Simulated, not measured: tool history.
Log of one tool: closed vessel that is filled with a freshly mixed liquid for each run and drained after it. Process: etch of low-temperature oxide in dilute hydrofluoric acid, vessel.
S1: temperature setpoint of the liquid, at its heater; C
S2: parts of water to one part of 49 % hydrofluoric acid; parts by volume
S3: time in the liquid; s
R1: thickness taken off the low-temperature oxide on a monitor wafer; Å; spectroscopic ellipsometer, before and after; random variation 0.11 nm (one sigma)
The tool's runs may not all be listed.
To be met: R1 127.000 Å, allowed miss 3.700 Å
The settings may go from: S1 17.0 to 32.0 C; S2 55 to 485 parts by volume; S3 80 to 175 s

run 1 hour=0.0 | S1=24.0 S2=270 S3=175 | R1=64.296
run 2 hour=6.3 | S1=26.5 S2=240 S3=175 | R1=82.128
run 3 hour=12.0 | S1=28.0 S2=225 S3=175 | R1=95.302
run 4 hour=15.4 | S1=28.0 S2=140 S3=175 | R1=166.250
run 5 hour=18.7 | S1=25.0 S2=140 S3=175 | R1=149.180
run 6 hour=20.4 | S1=25.0 S2=140 S3=175 | R1=150.630
run 7 hour=29.2 | S1=23.5 S2=140 S3=175 | R1=141.160
run 8 hour=34.5 | S1=22.5 S2=140 S3=175 | R1=136.420
run 9 hour=42.9 | S1=22.0 S2=140 S3=175 | R1=132.650
run 10 hour=47.9 | S1=21.5 S2=140 S3=175 | R1=131.340

4 next moves are on the table. One of them brings every result within its allowed miss. Which?
run A hour=52.9 | S1=21.5 S2=135 S3=175 | R1=?
run B hour=52.9 | S1=21.0 S2=135 S3=175 | R1=?
run C hour=52.9 | S1=17.5 S2=115 S3=170 | R1=?
run D hour=52.9 | S1=25.5 S2=165 S3=175 | R1=?

move=A R1=136.250
move=B R1=133.620
move=C R1=135.420
move=D R1=125.120
A: further off than the last run
B: further off than the last run
C: further off than the last run
D: meets every target
The right move is D.
